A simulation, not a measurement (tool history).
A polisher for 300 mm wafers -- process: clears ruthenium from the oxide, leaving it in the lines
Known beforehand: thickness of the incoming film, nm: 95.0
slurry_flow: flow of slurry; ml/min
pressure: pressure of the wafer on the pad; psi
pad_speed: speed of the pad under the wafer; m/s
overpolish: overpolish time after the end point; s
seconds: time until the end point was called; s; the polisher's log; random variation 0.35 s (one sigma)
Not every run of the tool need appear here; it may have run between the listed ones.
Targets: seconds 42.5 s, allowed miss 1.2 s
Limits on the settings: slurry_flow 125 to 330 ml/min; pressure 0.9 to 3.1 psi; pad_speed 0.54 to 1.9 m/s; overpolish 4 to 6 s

run	hour	slurry_flow	pressure	pad_speed	overpolish	seconds
1	0	210	2	1.22	6	67.05
2	6.2	210	1.6	1.22	6	82.678
3	13.7	215	1.9	1.22	6	70.624
4	15.6	215	2.2	1.22	6	60.203
5	16.2	215	2.2	0.96	6	75.444
6	22	215	1.9	0.96	6	85.639
7	22.5	225	2.2	0.98	6	73.327
8	30.8	225	2.4	1	6	65.846
9	32.9	225	2.6	1.02	6	59.738
10	36.7	250	3.1	1.18	6	43.509

5 candidate next runs follow, results not yet known. Just one meets every target within its allowed miss. Identify it.
A	40.5	275	3.1	1.12	6	?
B	40.5	255	2.9	1.18	6	?
C	40.5	255	3.1	1.22	6	?
D	40.5	325	2.4	1.48	6	?
E	40.5	265	3.1	1.12	6	?

move	seconds
A	45.654
B	46.82
C	42.526
D	44.55
E	45.83
A: lands further from the targets than the last run did
B: lands further from the targets than the last run did
C: hits every target within its allowed miss
D: lands further from the targets than the last run did
E: lands further from the targets than the last run did
Move C is the one to make.
